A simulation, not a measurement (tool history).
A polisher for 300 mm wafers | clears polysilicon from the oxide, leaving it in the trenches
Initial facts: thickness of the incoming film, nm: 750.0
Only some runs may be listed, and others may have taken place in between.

| run | hour | flow of slurry (ml/min) | pressure of the wafer on the pad (kPa) | speed of the pad under the wafer (m/s) | overpolish time after the end point (s) | time until the end point was called (s) | dishing of a wide line in a test structure (angstrom) |
|---|---|---|---|---|---|---|---|
| 1 | 0.0 | 175 | 12.4 | 0.96 | 24 | 109.730 | 792.01 |
| 2 | 2.1 | 175 | 14.5 | 0.96 | 24 | 94.652 | 811.06 |
| 3 | 6.3 | 165 | 13.1 | 0.88 | 22 | 114.970 | 752.74 |
| 4 | 9.6 | 155 | 12.4 | 0.82 | 20 | 131.290 | 670.34 |
| 5 | 16.6 | 155 | 11.7 | 0.78 | 19 | 143.750 | 620.23 |
| 6 | 18.8 | 155 | 11.7 | 0.78 | 15 | 147.110 | 547.18 |
| 7 | 22.2 | 155 | 11.7 | 0.78 | 15 | 147.780 | 542.36 |
| 8 | 29.6 | 155 | 11.0 | 0.74 | 15 | 159.230 | 496.70 |
| 9 | 30.7 | 150 | 10.3 | 0.70 | 16 | 179.360 | 470.31 |
| 10 | 39.4 | 145 | 9.7 | 0.68 | 18 | 203.390 | 490.37 |
| 11 | 44.6 | 145 | 9.0 | 0.68 | 18 | 216.650 | 473.88 |
| 12 | 51.2 | 145 | 8.3 | 0.68 | 18 | 231.310 | 444.16 |
|  | 55.4 | worn pad replaced by a new one |
| 13 | 55.4 | 145 | 7.6 | 0.68 | 19 | 233.430 | 461.49 |
| 14 | 57.6 | 145 | 7.6 | 0.68 | 19 | 231.690 | 460.98 |
| 15 | 63.6 | 140 | 5.5 | 0.54 | 18 | 392.090 | 294.48 |
| 16 | 67.5 | 140 | 5.5 | 0.54 | 19 | 386.890 | 305.92 |
| 17 | 75.9 | 140 | 5.5 | 0.54 | 20 | 379.770 | 316.76 |
| 18 | 77.5 | 140 | 5.5 | 0.54 | 21 | 393.200 | 337.06 |

Predict the results of run 19:
| 19 | 82.0 | 140 | 5.5 | 0.54 | 21 | ? | ? |

time until the end point was called (s): 389.420
dishing of a wide line in a test structure (angstrom): 332.64
